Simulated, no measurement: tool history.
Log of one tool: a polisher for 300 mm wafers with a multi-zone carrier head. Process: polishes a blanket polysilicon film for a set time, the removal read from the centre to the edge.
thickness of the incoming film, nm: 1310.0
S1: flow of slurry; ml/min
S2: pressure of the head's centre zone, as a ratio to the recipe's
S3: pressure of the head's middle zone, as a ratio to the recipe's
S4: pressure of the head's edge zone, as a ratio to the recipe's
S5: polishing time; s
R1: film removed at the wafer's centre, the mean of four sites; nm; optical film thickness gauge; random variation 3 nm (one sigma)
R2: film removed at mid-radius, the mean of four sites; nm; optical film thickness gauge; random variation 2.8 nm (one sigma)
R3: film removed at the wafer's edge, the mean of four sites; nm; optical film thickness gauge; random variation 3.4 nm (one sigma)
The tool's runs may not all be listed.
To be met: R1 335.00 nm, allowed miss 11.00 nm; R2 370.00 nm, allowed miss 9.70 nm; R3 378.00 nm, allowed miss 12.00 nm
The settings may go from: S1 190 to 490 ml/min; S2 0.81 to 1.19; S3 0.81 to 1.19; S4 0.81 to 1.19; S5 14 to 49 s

run,day,S1,S2,S3,S4,S5,R1,R2,R3
1,0.000,315,1.00,1.00,1.00,31,268.17,280.10,279.40
2,0.288,315,1.00,1.01,1.02,32,276.73,289.28,288.60
3,0.438,315,1.00,1.01,1.03,33,284.10,298.27,300.40
4,0.725,350,1.00,1.01,1.03,33,292.40,299.87,297.88
5,0.804,350,1.06,1.01,1.03,33,297.87,302.82,299.48
6,0.829,340,1.05,1.02,1.04,34,309.70,313.67,309.31
7,1.129,330,1.04,1.02,1.05,35,310.73,318.94,316.95
8,1.475,325,1.03,1.02,1.06,36,322.94,330.44,333.16
9,1.517,320,1.02,1.03,1.07,36,316.13,337.25,334.82

Which of these 4 next moves meets every target?
A,1.558,310,0.95,0.95,1.00,40,?,?,?
B,1.558,190,1.03,1.10,1.19,40,?,?,?
C,1.558,375,1.07,1.13,1.02,39,?,?,?
D,1.558,335,1.11,1.11,1.04,32,?,?,?

move,R1,R2,R3
A,337.38,342.41,353.76
B,342.53,371.20,373.10
C,366.34,391.95,351.08
D,306.59,314.15,289.13
A: nearer than the last run, and not there yet
B: meets every target
C: nearer than the last run, and not there yet
D: further off than the last run
Move B is the one to make.

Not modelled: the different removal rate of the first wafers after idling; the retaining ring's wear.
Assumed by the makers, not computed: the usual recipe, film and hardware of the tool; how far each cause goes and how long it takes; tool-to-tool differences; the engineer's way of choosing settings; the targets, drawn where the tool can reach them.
